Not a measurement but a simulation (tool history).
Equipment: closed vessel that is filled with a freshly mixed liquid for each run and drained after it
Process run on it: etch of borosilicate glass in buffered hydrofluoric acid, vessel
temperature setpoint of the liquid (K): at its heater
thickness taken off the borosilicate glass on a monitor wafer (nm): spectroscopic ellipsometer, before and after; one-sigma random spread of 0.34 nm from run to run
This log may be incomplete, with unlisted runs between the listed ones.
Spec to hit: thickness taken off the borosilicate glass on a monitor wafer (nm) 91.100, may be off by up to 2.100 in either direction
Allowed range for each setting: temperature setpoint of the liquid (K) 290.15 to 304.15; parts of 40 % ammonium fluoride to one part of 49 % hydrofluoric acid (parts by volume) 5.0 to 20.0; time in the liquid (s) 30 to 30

| run | hour | temperature setpoint of the liquid (K) | parts of 40 % ammonium fluoride to one part of 49 % hydrofluoric acid (parts by volume) | time in the liquid (s) | thickness taken off the borosilicate glass on a monitor wafer (nm) |
|---|---|---|---|---|---|
| 1 | 0.0 | 296.15 | 12.0 | 30 | 36.446 |
| 2 | 2.9 | 298.65 | 12.0 | 30 | 42.093 |
| 3 | 4.4 | 298.65 | 14.5 | 30 | 34.783 |
| 4 | 5.8 | 300.15 | 12.5 | 30 | 43.718 |
| 5 | 8.4 | 300.15 | 15.0 | 30 | 36.386 |
| 6 | 16.8 | 300.15 | 15.0 | 30 | 36.580 |
| 7 | 25.7 | 304.15 | 11.0 | 30 | 60.838 |
| 8 | 32.1 | 304.15 | 9.5 | 30 | 69.005 |
| 9 | 35.7 | 304.15 | 8.5 | 30 | 76.306 |
| 10 | 36.4 | 304.15 | 8.0 | 30 | 81.819 |
| 11 | 44.5 | 304.15 | 7.5 | 30 | 87.977 |
| 12 | 45.2 | 304.15 | 7.0 | 30 | 94.405 |

Next run, 4 choices. One meets every target within its allowed miss, the rest don't. Which?
| A | 45.9 | 300.65 | 6.0 | 30 | ? |
| B | 45.9 | 301.65 | 6.0 | 30 | ? |
| C | 45.9 | 303.65 | 6.5 | 30 | ? |
| D | 45.9 | 304.15 | 6.5 | 30 | ? |

| move | thickness taken off the borosilicate glass on a monitor wafer (nm) |
|---|---|
| A | 90.178 |
| B | 94.976 |
| C | 98.003 |
| D | 100.540 |
A: every result lands within tolerance
B: moves away from the targets compared with the last run
C: moves away from the targets compared with the last run
D: moves away from the targets compared with the last run
Move A is the one to make.

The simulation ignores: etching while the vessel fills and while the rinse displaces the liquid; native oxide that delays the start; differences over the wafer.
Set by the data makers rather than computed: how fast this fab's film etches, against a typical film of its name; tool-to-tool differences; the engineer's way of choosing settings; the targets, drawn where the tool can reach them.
